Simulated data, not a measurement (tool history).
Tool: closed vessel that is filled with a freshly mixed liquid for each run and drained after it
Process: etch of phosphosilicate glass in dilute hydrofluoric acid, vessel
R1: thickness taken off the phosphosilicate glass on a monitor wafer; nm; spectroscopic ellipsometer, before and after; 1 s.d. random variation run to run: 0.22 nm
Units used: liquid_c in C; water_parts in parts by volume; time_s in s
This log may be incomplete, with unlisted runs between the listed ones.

Run 1, hour 0.0: liquid_c 21.0 C, water_parts 140 parts by volume, time_s 35 s. Result: R1 13.586 nm.
Run 2, hour 4.3: liquid_c 21.0 C, water_parts 100 parts by volume, time_s 35 s. Result: R1 20.007 nm.
Run 3, hour 10.9: liquid_c 23.0 C, water_parts 95 parts by volume, time_s 35 s. Result: R1 22.622 nm.
Run 4, hour 15.2: liquid_c 24.5 C, water_parts 90 parts by volume, time_s 35 s. Result: R1 25.722 nm.
Run 5, hour 23.9: liquid_c 25.5 C, water_parts 85 parts by volume, time_s 35 s. Result: R1 28.329 nm.
Run 6, hour 31.1: liquid_c 25.5 C, water_parts 85 parts by volume, time_s 35 s. Result: R1 28.681 nm.

Forecast run 7:
Run 7, hour 37.4: liquid_c 26.5 C, water_parts 85 parts by volume, time_s 35 s. Result: R1 ?.

{"run 7": {"R1": 29.929}}
